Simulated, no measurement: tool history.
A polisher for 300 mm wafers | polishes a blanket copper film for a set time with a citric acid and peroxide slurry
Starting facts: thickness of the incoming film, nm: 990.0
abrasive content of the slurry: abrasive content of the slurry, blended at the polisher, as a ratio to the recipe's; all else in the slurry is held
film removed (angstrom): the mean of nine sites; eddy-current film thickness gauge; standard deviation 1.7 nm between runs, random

run	day	flow of slurry (ml/min)	pressure of the wafer on the pad (kPa)	speed of the pad under the wafer (cm/s)	abrasive content of the slurry	polishing time (s)	film removed (angstrom)
1	0	205	15.9	96	1	97	1958.4
2	0.221	205	14.5	96	1	97	1824.4
3	0.575	205	13.1	96	1	97	1594.1
4	0.621	205	12.4	96	1	97	1521.3
5	0.738	205	11.7	96	1	97	1434.3
6	1.083	205	11	96	1	97	1384.8
7	1.425	205	11	96	1	97	1376.4

What will run 8 give?
8	1.504	205	10.3	96	1	97	?

Run 8 yielded film removed (angstrom) 1314.9.
